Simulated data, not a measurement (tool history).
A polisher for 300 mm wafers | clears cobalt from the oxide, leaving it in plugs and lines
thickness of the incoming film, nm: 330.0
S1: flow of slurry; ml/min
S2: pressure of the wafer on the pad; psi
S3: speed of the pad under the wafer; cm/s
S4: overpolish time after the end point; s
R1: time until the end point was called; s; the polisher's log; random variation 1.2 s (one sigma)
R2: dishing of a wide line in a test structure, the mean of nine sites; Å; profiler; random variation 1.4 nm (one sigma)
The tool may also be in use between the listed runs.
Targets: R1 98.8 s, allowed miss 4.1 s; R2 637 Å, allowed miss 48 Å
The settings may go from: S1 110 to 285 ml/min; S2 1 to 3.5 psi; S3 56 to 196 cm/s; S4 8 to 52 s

| run | hour | S1 | S2 | S3 | S4 | R1 | R2 |
|---|---|---|---|---|---|---|---|
| 1 | 0 | 180 | 2.2 | 126 | 26 | 54.244 | 678.1 |
| 2 | 2.2 | 180 | 2.2 | 96 | 26 | 73.251 | 602.01 |
| 3 | 5.4 | 180 | 2.2 | 96 | 17 | 73.633 | 504.03 |
| 4 | 11.1 | 180 | 2.2 | 96 | 12 | 71.887 | 402.96 |
| 5 | 16.5 | 180 | 2.1 | 96 | 14 | 75.638 | 426.22 |
| 6 | 18.7 | 180 | 2.6 | 96 | 14 | 61.017 | 505.82 |
| 7 | 26.4 | 180 | 2.5 | 94 | 17 | 64.026 | 521.34 |
| 8 | 29.5 | 180 | 2.4 | 94 | 19 | 66.967 | 547.42 |
| 9 | 38.1 | 180 | 2.3 | 92 | 21 | 70.731 | 551.24 |

4 next moves are on the table. One of them brings every result within its allowed miss. Which?
| A | 46.7 | 175 | 2.2 | 62 | 41 | ? | ? |
| B | 46.7 | 155 | 2.3 | 60 | 41 | ? | ? |
| C | 46.7 | 160 | 1.6 | 96 | 38 | ? | ? |
| D | 46.7 | 190 | 2.1 | 80 | 25 | ? | ? |

| move | R1 | R2 |
|---|---|---|
| A | 110.09 | 624.06 |
| B | 111.14 | 621.88 |
| C | 100.32 | 626.77 |
| D | 89.279 | 554.57 |
A: takes the result that was furthest off past its target
B: takes the result that was furthest off past its target
C: meets every target
D: nearer than the last run, and not there yet
The right move is C.
